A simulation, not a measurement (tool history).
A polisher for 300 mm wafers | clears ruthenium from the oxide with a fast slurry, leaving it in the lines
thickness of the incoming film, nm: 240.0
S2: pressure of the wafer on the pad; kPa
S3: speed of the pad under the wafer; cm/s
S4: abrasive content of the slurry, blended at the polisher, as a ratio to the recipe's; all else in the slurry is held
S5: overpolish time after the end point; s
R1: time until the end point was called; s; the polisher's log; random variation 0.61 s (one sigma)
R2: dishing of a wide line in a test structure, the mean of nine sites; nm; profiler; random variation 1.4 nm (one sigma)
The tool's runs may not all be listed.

{"run": 1, "hour": 0.0, "flow of slurry (ml/min)": 275, "S2": 15.9, "S3": 96, "S4": 1, "S5": 25, "R1": 92.046, "R2": 52.717}
{"run": 2, "hour": 1.0, "flow of slurry (ml/min)": 275, "S2": 15.9, "S3": 96, "S4": 0.95, "S5": 25, "R1": 95.027, "R2": 53.213}
{"run": 3, "hour": 1.9, "flow of slurry (ml/min)": 230, "S2": 15.9, "S3": 96, "S4": 0.95, "S5": 25, "R1": 96.46, "R2": 53.124}
{"run": 4, "hour": 4.6, "flow of slurry (ml/min)": 230, "S2": 15.9, "S3": 108, "S4": 0.95, "S5": 25, "R1": 89.172, "R2": 55.759}
{"run": 5, "hour": 6.8, "flow of slurry (ml/min)": 230, "S2": 15.9, "S3": 94, "S4": 0.95, "S5": 25, "R1": 97.023, "R2": 52.48}
{"run": 6, "hour": 13.3, "flow of slurry (ml/min)": 190, "S2": 15.9, "S3": 94, "S4": 0.95, "S5": 25, "R1": 100.5, "R2": 52.064}
{"hour": 21.6, "done": "head pressure recalibrated"}
{"run": 7, "hour": 21.6, "flow of slurry (ml/min)": 195, "S2": 17.2, "S3": 94, "S4": 0.95, "S5": 25, "R1": 87.577, "R2": 58.583}
{"run": 8, "hour": 23.3, "flow of slurry (ml/min)": 195, "S2": 17.9, "S3": 94, "S4": 0.95, "S5": 25, "R1": 82.136, "R2": 59.208}
{"run": 9, "hour": 29.8, "flow of slurry (ml/min)": 195, "S2": 18.6, "S3": 94, "S4": 0.95, "S5": 25, "R1": 79.833, "R2": 61.805}
{"run": 10, "hour": 38.8, "flow of slurry (ml/min)": 195, "S2": 19.3, "S3": 94, "S4": 0.95, "S5": 25, "R1": 78.187, "R2": 61.169}
{"run": 11, "hour": 42.5, "flow of slurry (ml/min)": 195, "S2": 20, "S3": 94, "S4": 0.95, "S5": 25, "R1": 75.679, "R2": 64.659}

Forecast run 12:
{"run": 12, "hour": 51.5, "flow of slurry (ml/min)": 195, "S2": 20.7, "S3": 94, "S4": 0.95, "S5": 25, "R1": "?", "R2": "?"}

R1: 71.964 s
R2: 66.965 nm

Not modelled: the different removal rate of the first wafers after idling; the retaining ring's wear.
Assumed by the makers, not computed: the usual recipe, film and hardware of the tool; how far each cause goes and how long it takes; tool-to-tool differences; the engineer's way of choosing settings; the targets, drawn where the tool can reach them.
